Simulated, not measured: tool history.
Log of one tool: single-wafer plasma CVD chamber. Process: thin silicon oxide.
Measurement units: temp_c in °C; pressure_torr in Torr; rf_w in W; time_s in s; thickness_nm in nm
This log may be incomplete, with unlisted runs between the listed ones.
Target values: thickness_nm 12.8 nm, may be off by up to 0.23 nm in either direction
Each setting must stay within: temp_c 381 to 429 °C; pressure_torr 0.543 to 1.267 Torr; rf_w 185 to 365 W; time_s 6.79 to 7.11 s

run	hour	temp_c	pressure_torr	rf_w	time_s	thickness_nm
1	0	405	0.905	275	7.11	15.469
2	3	405	0.79	275	7.11	14.368
3	3.7	405	0.926	275	7.11	15.802
4	7.1	405	0.926	290	7.11	16.115
5	14.5	396	0.926	290	7.11	16.267
6	21.5	396	0.926	265	7.11	15.653
7	22	396	0.745	260	7.1	13.571
8	29.2	396	0.724	260	7.1	13.249

Which of these 5 next moves meets every target?
A	36.4	394	0.816	240	7.03	?
B	36.4	393	0.688	265	6.79	?
C	36.4	401	0.682	280	6.91	?
D	36.4	394	0.732	265	7.11	?
E	36.4	400	0.71	270	7.11	?

move	thickness_nm
A	13.543
B	12.317
C	12.713
D	13.409
E	13.213
A: misses by more than the last run did
B: takes the biggest miss from the last run beyond its target
C: hits every target within its allowed miss
D: misses by more than the last run did
E: better than the last run, though not everything is in spec
The move that meets every target is C.

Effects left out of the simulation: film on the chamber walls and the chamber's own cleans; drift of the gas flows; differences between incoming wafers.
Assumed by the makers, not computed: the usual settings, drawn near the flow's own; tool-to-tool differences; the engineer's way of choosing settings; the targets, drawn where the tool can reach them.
